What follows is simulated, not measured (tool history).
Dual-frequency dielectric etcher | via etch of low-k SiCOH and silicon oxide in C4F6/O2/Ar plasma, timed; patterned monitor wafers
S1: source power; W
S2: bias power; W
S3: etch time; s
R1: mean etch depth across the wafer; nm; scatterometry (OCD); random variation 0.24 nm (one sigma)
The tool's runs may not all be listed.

run 1 hour=0 | S1=270 S2=245 S3=27 | R1=64.661
run 2 hour=2.6 | S1=270 S2=245 S3=27 | R1=64.814
run 3 hour=8.7 | S1=300 S2=245 S3=27 | R1=66.978
run 4 hour=14.9 | S1=300 S2=245 S3=27 | R1=67.175
run 5 hour=18.1 | S1=250 S2=245 S3=27 | R1=63
run 6 hour=23 | S1=250 S2=270 S3=27 | R1=65.637
run 7 hour=29.5 | S1=250 S2=270 S3=27 | R1=66.393

Expected results for the next run?
run 8 hour=37.5 | S1=270 S2=272 S3=27 | R1=?

{"run 8": {"R1": 68.403}}

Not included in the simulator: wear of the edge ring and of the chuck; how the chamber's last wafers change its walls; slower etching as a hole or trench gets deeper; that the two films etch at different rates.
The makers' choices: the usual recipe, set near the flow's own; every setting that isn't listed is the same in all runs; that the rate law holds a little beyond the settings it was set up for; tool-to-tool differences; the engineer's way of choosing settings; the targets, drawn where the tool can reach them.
